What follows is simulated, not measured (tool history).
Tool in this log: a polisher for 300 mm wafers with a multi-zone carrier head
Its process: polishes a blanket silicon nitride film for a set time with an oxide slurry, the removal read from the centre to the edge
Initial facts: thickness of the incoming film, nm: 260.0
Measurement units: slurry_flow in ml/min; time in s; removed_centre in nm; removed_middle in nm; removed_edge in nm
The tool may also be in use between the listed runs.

run  hour  slurry_flow  centre_zone  middle_zone  edge_zone  slurry_solids  time  removed_centre  removed_middle  removed_edge
  1     0          135            1            1          1              1    39          32.723          32.713        31.902
  2   6.1          145         1.03         0.96       0.98           0.95    39          34.136          32.136        31.205
  3  12.5          145         1.03         0.96       0.93           0.95    39          33.476          32.081        29.873
  4  21.1          155         1.05         0.92       0.94           0.95    39          35.014           30.88        29.851
  5  29.1          155         1.05         0.92       0.89           0.95    39          34.973          30.242        30.067
  6  33.5          155         1.05         0.92       0.89           0.95    45          40.199          34.997        34.007

The next listed run, before its measurement:
  7  37.9          145         1.06          0.9       0.87           0.95    45               ?               ?             ?

Run 7 measured removed_centre 40.411 nm, removed_middle 34.877 nm, removed_edge 34.057 nm.
